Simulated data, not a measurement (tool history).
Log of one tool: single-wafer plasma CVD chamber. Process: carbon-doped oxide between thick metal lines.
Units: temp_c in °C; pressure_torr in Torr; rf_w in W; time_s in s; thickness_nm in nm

run,day,temp_c,pressure_torr,rf_w,time_s,thickness_nm
1,0.000,365,6.23,610,81,497.09
2,0.083,365,6.23,640,81,512.06
3,0.321,363,6.39,640,81,515.95
4,0.696,361,6.53,640,81,519.18
5,0.829,361,6.53,640,77,493.26
6,1.146,360,6.67,650,77,500.06
7,1.512,359,6.77,660,77,505.52
8,1.592,358,6.84,670,77,512.28
9,1.642,357,6.93,675,77,514.99
10,1.854,356,7.00,680,77,519.51
11,1.896,355,7.08,685,77,522.32
12,2.104,355,7.08,685,77,523.86
13,2.429,354,7.17,690,77,523.76
14,2.617,354,7.19,695,77,527.81
15,2.775,354,7.19,695,77,526.04
16,2.892,354,7.22,700,77,530.77
17,2.954,354,7.28,705,77,532.85

Run 18 comes next. What will it give?
18,3.154,354,7.33,710,77,?

thickness_nm: 535.50 nm
